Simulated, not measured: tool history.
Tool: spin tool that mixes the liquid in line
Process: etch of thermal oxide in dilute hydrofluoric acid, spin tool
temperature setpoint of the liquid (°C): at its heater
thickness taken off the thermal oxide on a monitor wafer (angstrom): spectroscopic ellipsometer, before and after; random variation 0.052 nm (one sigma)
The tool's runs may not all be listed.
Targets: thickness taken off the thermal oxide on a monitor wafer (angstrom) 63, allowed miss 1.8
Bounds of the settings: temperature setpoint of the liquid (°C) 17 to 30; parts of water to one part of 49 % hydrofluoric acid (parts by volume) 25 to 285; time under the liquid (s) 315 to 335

run,hour,temperature setpoint of the liquid (°C),parts of water to one part of 49 % hydrofluoric acid (parts by volume),time under the liquid (s),thickness taken off the thermal oxide on a monitor wafer (angstrom)
1,0,22,155,315,88.03
2,8.3,20.5,160,315,79.891
3,16.8,19.5,165,315,73.28
4,23.2,19.5,165,315,73.833
5,26.5,19,170,315,70.059
6,33.5,18.5,170,315,68.538
7,41.9,18,170,315,66.967
8,44,17.5,170,315,66.104

Which of these 4 next moves meets every target?
A,46.1,17,185,335,?
B,46.1,18.5,205,330,?
C,46.1,19.5,200,315,?
D,46.1,18.5,195,315,?

move,thickness taken off the thermal oxide on a monitor wafer (angstrom)
A,63.313
B,58.626
C,59.926
D,59.392
A: meets every target
B: takes the result that was furthest off past its target
C: takes the result that was furthest off past its target
D: takes the result that was furthest off past its target
Answer: A
